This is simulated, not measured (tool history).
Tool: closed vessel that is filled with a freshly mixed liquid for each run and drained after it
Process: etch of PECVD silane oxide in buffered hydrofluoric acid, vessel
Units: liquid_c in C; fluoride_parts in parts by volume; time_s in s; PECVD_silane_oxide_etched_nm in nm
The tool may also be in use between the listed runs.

run,hour,liquid_c,fluoride_parts,time_s,PECVD_silane_oxide_etched_nm
1,0.0,21.0,22.5,85,114.78
2,6.0,21.0,27.5,85,100.44
3,7.2,21.0,23.5,85,111.25
4,13.3,21.0,23.5,95,123.95
5,15.1,19.0,23.5,95,110.20
6,16.1,18.5,23.5,95,109.47

Run 7 comes next. What will it give?
7,20.4,18.0,24.0,95,?

Run 7 gave PECVD_silane_oxide_etched_nm 102.83 nm.
